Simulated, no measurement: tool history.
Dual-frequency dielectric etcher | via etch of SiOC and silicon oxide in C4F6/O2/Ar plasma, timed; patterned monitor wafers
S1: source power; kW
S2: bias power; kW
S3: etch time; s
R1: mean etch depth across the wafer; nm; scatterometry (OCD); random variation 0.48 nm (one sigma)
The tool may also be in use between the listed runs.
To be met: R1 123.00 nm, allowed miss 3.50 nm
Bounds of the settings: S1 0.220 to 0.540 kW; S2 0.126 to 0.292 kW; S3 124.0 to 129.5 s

run    day     S1     S2     S3      R1
  1  0.000  0.380  0.209  124.0  164.61
  2  0.033  0.340  0.187  124.0  147.77
  3  0.388  0.340  0.208  124.0  155.52
  4  0.529  0.340  0.238  124.0  165.44
  5  0.617  0.340  0.238  129.5  174.25
  6  0.725  0.340  0.238  124.0  165.15
  7  0.833  0.310  0.219  124.0  152.22
  8  0.967  0.230  0.177  124.0  117.64

Which of these 4 next moves meets every target?
  A  1.100  0.240  0.156  124.0   ?
  B  1.100  0.240  0.144  129.5   ?
  C  1.100  0.220  0.199  124.0   ?
  D  1.100  0.230  0.176  124.0   ?

move      R1
   A  111.32
   B  111.13
   C  120.91
   D  116.14
A: further off than the last run
B: further off than the last run
C: meets every target
D: further off than the last run
The right move is C.
